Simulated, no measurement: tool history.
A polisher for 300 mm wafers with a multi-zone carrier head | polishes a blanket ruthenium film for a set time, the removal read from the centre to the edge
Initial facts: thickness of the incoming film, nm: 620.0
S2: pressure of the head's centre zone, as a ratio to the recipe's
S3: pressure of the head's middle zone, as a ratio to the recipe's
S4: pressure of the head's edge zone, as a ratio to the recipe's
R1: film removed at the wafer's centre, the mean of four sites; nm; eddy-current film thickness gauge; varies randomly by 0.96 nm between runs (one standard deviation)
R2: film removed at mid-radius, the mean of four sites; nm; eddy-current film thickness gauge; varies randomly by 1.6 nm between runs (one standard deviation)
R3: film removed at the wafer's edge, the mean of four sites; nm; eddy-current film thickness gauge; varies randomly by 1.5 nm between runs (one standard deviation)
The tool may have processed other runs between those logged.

{"run": 1, "day": 0.0, "flow of slurry (ml/min)": 185, "S2": 1.0, "S3": 1.0, "S4": 1.0, "polishing time (s)": 78, "R1": 100.93, "R2": 98.834, "R3": 99.464}
{"run": 2, "day": 0.162, "flow of slurry (ml/min)": 185, "S2": 1.0, "S3": 1.0, "S4": 1.0, "polishing time (s)": 68, "R1": 87.161, "R2": 85.104, "R3": 84.789}
{"run": 3, "day": 0.358, "flow of slurry (ml/min)": 190, "S2": 1.01, "S3": 1.0, "S4": 1.01, "polishing time (s)": 70, "R1": 92.08, "R2": 89.601, "R3": 88.056}
{"run": 4, "day": 0.733, "flow of slurry (ml/min)": 220, "S2": 1.01, "S3": 1.0, "S4": 1.01, "polishing time (s)": 70, "R1": 94.598, "R2": 91.038, "R3": 91.162}
{"run": 5, "day": 0.958, "flow of slurry (ml/min)": 255, "S2": 1.01, "S3": 1.0, "S4": 1.01, "polishing time (s)": 70, "R1": 96.63, "R2": 91.812, "R3": 91.127}
{"run": 6, "day": 1.062, "flow of slurry (ml/min)": 255, "S2": 0.92, "S3": 1.0, "S4": 1.01, "polishing time (s)": 70, "R1": 89.554, "R2": 91.833, "R3": 91.909}
{"run": 7, "day": 1.112, "flow of slurry (ml/min)": 255, "S2": 0.94, "S3": 0.99, "S4": 1.02, "polishing time (s)": 72, "R1": 92.749, "R2": 95.13, "R3": 94.133}
{"run": 8, "day": 1.412, "flow of slurry (ml/min)": 255, "S2": 0.96, "S3": 0.97, "S4": 1.03, "polishing time (s)": 74, "R1": 97.876, "R2": 95.786, "R3": 96.543}
{"run": 9, "day": 1.446, "flow of slurry (ml/min)": 250, "S2": 0.97, "S3": 0.95, "S4": 1.04, "polishing time (s)": 76, "R1": 99.389, "R2": 95.94, "R3": 102.08}

Expected results for the next run?
{"run": 10, "day": 1.804, "flow of slurry (ml/min)": 275, "S2": 1.07, "S3": 0.97, "S4": 1.12, "polishing time (s)": 89, "R1": "?", "R2": "?", "R3": "?"}

For run 10 the tool returned R1 131.060 nm, R2 114.370 nm, R3 124.240 nm.
